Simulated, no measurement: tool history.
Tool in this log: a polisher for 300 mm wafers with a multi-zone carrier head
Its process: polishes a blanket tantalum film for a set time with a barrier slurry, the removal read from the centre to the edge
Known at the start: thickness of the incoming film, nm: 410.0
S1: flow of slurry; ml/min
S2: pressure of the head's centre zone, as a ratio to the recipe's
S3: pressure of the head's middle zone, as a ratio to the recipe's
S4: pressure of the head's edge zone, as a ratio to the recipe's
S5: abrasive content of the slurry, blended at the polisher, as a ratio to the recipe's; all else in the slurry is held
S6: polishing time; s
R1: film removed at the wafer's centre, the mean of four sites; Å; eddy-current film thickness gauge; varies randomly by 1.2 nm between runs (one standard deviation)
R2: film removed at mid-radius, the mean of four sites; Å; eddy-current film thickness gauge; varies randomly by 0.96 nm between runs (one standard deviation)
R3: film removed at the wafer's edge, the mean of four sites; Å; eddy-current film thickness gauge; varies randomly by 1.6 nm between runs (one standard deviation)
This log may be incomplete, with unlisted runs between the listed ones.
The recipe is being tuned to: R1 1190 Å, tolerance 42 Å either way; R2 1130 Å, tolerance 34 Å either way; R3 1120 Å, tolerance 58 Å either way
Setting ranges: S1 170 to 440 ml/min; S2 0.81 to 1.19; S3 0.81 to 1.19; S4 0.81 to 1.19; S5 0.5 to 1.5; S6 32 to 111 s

run,hour,S1,S2,S3,S4,S5,S6,R1,R2,R3
1,0,280,1,1,1,1,71,1254,1289.2,1326.4
2,3.9,280,1.04,1,1,1,71,1325.5,1289.1,1334.5
3,8.6,280,1.11,1,1,1,71,1393.2,1282.1,1293.9
4,12.8,280,1.11,1,1,1,63,1254.7,1137.4,1138.1
5,19.9,280,1.17,1,1,1,63,1296.2,1133.1,1182.3
6,23.8,280,1.17,0.94,1,1,63,1317.1,1074.1,1181
# hour 30.4: edge zone pressure recalibrated
7,30.4,275,1.14,0.96,0.99,1,63,1271.7,1100.1,1083.9
8,32.9,275,1.12,0.97,0.99,1,63,1250.4,1104.1,1118.1

Pick the move, out of 4, that brings all results within their allowed miss; only one does.
A,35.4,310,1.04,0.96,1,1.1,62,?,?,?
B,35.4,385,1.16,0.94,1.05,1.1,58,?,?,?
C,35.4,225,1.19,1.03,1.05,0.95,65,?,?,?
D,35.4,290,1.1,0.98,1.05,1.05,58,?,?,?

move,R1,R2,R3
A,1197.2,1137.7,1158.5
B,1277.2,1068.3,1127.1
C,1309.7,1147.5,1147.7
D,1158.6,1056.5,1087.4
A: each result inside its tolerance
B: its largest miss is bigger than the last run's
C: its largest miss is bigger than the last run's
D: the furthest-off result lands on target, but another misses its tolerance
Answer: A
